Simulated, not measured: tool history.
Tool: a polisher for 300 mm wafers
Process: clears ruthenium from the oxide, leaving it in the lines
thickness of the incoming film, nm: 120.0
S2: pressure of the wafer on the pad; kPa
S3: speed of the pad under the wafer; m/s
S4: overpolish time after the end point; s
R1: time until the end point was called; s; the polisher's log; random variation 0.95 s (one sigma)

run 1 day=0.000 | flow_of_slurry_(ml/min)=310 S2=17.9 S3=0.98 S4=10 | R1=83.845
run 2 day=0.062 | flow_of_slurry_(ml/min)=310 S2=17.9 S3=0.84 S4=10 | R1=92.872
run 3 day=0.246 | flow_of_slurry_(ml/min)=370 S2=17.9 S3=0.84 S4=10 | R1=92.562
run 4 day=0.600 | flow_of_slurry_(ml/min)=370 S2=19.3 S3=0.84 S4=10 | R1=88.154
run 5 day=0.688 | flow_of_slurry_(ml/min)=370 S2=21.4 S3=0.92 S4=10 | R1=74.164
run 6 day=0.750 | flow_of_slurry_(ml/min)=370 S2=18.6 S3=0.92 S4=10 | R1=84.130
run 7 day=1.004 | flow_of_slurry_(ml/min)=370 S2=20.7 S3=0.98 S4=10 | R1=72.750

The next listed run, before its measurement:
run 8 day=1.138 | flow_of_slurry_(ml/min)=370 S2=22.1 S3=1.02 S4=10 | R1=?

{"run 8": {"R1": 64.663}}
